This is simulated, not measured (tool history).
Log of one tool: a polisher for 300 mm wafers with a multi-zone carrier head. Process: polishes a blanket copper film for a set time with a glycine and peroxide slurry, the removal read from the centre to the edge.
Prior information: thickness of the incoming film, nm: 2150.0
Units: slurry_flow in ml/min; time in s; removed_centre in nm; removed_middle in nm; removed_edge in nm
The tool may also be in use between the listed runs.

run,day,slurry_flow,centre_zone,middle_zone,edge_zone,time,removed_centre,removed_middle,removed_edge
1,0,230,1,1,1,72,271.75,260.78,277.38
2,0.175,230,1,1,0.91,72,274.13,259.14,254.78
3,0.475,230,1,1.04,0.91,72,276.25,270.23,264.27
4,0.671,230,1.08,1.04,0.91,72,297.87,263.9,267.16
5,0.812,220,1.02,1.01,0.92,68,264.39,244.79,242.03
6,1,215,0.98,0.98,0.94,65,244.38,226.28,233.12

Run 7 has not been measured yet. What should we expect?
7,1.029,215,0.94,0.98,0.94,62,?,?,?

removed_centre: 216.74 nm
removed_middle: 220.35 nm
removed_edge: 227.53 nm

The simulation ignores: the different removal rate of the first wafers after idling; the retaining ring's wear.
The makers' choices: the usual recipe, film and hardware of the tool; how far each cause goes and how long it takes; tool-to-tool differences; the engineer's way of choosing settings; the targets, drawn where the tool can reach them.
